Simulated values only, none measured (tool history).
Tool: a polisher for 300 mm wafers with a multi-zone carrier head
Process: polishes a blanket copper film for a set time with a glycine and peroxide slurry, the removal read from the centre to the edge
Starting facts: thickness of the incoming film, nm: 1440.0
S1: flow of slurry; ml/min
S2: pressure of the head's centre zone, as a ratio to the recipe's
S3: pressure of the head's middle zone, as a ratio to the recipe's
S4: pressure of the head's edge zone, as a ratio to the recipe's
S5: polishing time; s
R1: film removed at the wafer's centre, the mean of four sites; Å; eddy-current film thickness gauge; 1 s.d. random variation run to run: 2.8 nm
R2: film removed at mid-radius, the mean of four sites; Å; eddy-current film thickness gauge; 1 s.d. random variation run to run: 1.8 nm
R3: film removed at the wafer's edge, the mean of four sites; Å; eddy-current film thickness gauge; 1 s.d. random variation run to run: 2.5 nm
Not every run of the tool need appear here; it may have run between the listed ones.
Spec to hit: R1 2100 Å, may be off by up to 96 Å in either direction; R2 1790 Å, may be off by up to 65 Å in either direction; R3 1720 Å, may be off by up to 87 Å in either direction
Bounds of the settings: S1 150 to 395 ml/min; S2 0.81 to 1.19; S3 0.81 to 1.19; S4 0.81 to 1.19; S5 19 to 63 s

| run | hour | S1 | S2 | S3 | S4 | S5 | R1 | R2 | R3 |
|---|---|---|---|---|---|---|---|---|---|
| 1 | 0 | 250 | 1 | 1 | 1 | 41 | 2127.8 | 2137.5 | 2127.9 |
| 2 | 2.3 | 250 | 1 | 1 | 0.92 | 41 | 2125.2 | 2155.5 | 2036 |
| 3 | 9.1 | 250 | 1 | 1 | 0.92 | 35 | 1849.9 | 1810.5 | 1737.5 |
| 4 | 15.8 | 250 | 1 | 1 | 0.92 | 40 | 2084.6 | 2114.4 | 1985.1 |
| 5 | 20.8 | 250 | 1 | 1 | 0.85 | 40 | 2032.1 | 2092.7 | 1873.2 |
| 6 | 27.2 | 245 | 1.03 | 0.97 | 0.84 | 39 | 2093.1 | 1999.1 | 1892.7 |
| 7 | 35.9 | 250 | 1.06 | 0.97 | 0.83 | 37 | 2035 | 1891.9 | 1755.6 |
| 8 | 44.9 | 250 | 1.08 | 0.96 | 0.83 | 37 | 2095.2 | 1881.8 | 1747.8 |
| 9 | 46.8 | 250 | 1.09 | 0.95 | 0.83 | 37 | 2077.3 | 1864.7 | 1739.5 |

Consider the 4 candidate settings below. Which is the only one whose results all fall within their allowed miss of target?
| A | 48.7 | 225 | 1.14 | 0.92 | 0.85 | 37 | ? | ? | ? |
| B | 48.7 | 310 | 1.06 | 0.99 | 0.85 | 36 | ? | ? | ? |
| C | 48.7 | 240 | 1.05 | 0.98 | 0.81 | 39 | ? | ? | ? |
| D | 48.7 | 180 | 0.97 | 0.91 | 0.88 | 39 | ? | ? | ? |

| move | R1 | R2 | R3 |
|---|---|---|---|
| A | 2108.5 | 1786.8 | 1730 |
| B | 2018.5 | 1922.1 | 1731.6 |
| C | 2099.6 | 2004.5 | 1795.8 |
| D | 1869.8 | 1799.8 | 1802.5 |
A: hits every target within its allowed miss
B: misses by more than the last run did
C: misses by more than the last run did
D: brings the result that was furthest off to its target, and leaves another outside
So the answer is move A, the one that meets all the targets.
